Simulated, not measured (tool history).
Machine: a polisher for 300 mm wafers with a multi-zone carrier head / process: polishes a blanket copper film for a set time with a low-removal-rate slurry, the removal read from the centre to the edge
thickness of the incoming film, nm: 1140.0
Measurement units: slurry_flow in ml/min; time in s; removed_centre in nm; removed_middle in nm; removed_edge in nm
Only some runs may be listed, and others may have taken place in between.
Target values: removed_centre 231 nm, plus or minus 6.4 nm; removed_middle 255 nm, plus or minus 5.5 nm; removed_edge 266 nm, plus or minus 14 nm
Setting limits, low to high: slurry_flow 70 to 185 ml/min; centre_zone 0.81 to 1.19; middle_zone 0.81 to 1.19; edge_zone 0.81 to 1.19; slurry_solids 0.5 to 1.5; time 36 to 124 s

run  hour  slurry_flow  centre_zone  middle_zone  edge_zone  slurry_solids  time  removed_centre  removed_middle  removed_edge
  1     0          120            1            1          1              1    79          261.21          264.69        264.42
  2   2.5          110         0.98            1       1.02              1    79          250.15          258.57        259.89
  3     8          125         0.98            1       1.02              1    79          260.06          271.62         269.9
  4  12.8          125         0.98            1       1.02              1    67          219.61          231.01        230.61
  5  19.2          125         0.98            1       0.98              1    67          220.04          226.02        223.63
  6  25.5          125         0.91            1       0.98              1    67           204.1          230.38        224.06
  7  31.7          135         0.92         0.99       1.02              1    67          208.67          232.77        237.35
  8    38          145         0.93         0.99       1.03              1    67          217.65          234.64        231.96
  9  43.8          145         0.93         0.99       1.07           1.05    67          219.02          236.83        246.23
 10  49.2          145         0.93         0.99       1.07           1.05    67          221.61          239.94        244.73
 11  55.3          150         0.93         0.99       1.09           1.05    67          218.89          238.58        244.14
 12  56.6          155         0.93         0.99       1.11            1.1    67          223.24          243.98        254.12

Which single option among these 5 for the next run brings every result within its allowed miss of target? Just one does.
  A  57.9          170         0.98         0.96       1.12            1.3    61               ?               ?             ?
  B  57.9          140         0.89         1.05       1.11              1    72               ?               ?             ?
  C  57.9          185         0.87         0.95        1.1           0.95    73               ?               ?             ?
  D  57.9          140         0.91         0.87       1.12            1.2    71               ?               ?             ?
  E  57.9          160         0.87         1.05       1.08            0.9    75               ?               ?             ?

move  removed_centre  removed_middle  removed_edge
   A          232.97          230.92        245.94
   B          222.44          263.24        261.06
   C           230.3          254.91        270.24
   D          235.67          233.26        272.68
   E          226.63          273.55         265.5
A: further off than the last run
B: carries the result that was furthest off beyond its target, to the other side
C: meets every target
D: further off than the last run
E: carries the result that was furthest off beyond its target, to the other side
Move C is the one to make.
